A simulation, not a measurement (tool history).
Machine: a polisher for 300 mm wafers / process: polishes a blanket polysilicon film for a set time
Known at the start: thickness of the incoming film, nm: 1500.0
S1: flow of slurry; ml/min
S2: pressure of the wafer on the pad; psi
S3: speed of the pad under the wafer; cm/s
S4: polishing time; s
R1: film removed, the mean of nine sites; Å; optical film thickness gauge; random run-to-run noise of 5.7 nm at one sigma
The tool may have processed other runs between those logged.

run  hour   S1   S2   S3  S4      R1
  1     0  305  2.7  106  41  3406.8
  2   8.6  305  2.9  106  41  3723.2
  3  14.3  305  2.9  106  41  3667.2
  4  18.8  305  2.5  106  41    3266
  5    27  245  2.5  106  41  3134.7
  6  30.3  250  2.7  106  41  3425.8
  7  36.5  250  2.9  106  41  3639.5
  8  41.7  250  2.9  106  41  3699.2
  9  48.4  250  3.6  108  41  4545.1

What does the tool deliver on the next run?
 10  49.9  250  3.7  108  41   ?

{"run 10": {"R1": 4634.1}}

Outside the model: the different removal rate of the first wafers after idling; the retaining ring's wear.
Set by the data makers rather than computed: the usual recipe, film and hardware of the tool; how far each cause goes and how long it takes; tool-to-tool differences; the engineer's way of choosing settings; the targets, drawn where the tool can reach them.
